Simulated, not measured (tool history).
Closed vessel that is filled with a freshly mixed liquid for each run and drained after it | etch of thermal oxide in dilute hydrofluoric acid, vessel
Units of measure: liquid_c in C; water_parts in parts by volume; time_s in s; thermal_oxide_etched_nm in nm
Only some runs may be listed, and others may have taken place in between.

Run 1, hour 0: liquid_c 22 C, water_parts 105 parts by volume, time_s 180 s. Result: thermal_oxide_etched_nm 7.3785 nm.
Run 2, hour 3: liquid_c 22 C, water_parts 105 parts by volume, time_s 140 s. Result: thermal_oxide_etched_nm 5.7419 nm.
Run 3, hour 11.6: liquid_c 23 C, water_parts 95 parts by volume, time_s 140 s. Result: thermal_oxide_etched_nm 6.678 nm.
Run 4, hour 14.9: liquid_c 26.5 C, water_parts 95 parts by volume, time_s 140 s. Result: thermal_oxide_etched_nm 7.7529 nm.
Run 5, hour 22.8: liquid_c 28.5 C, water_parts 95 parts by volume, time_s 140 s. Result: thermal_oxide_etched_nm 8.2521 nm.
Run 6, hour 30.4: liquid_c 28.5 C, water_parts 70 parts by volume, time_s 140 s. Result: thermal_oxide_etched_nm 11.678 nm.

Predict the results of run 7:
Run 7, hour 33.1: liquid_c 28.5 C, water_parts 65 parts by volume, time_s 140 s. Result: thermal_oxide_etched_nm ?.

thermal_oxide_etched_nm: 12.873 nm
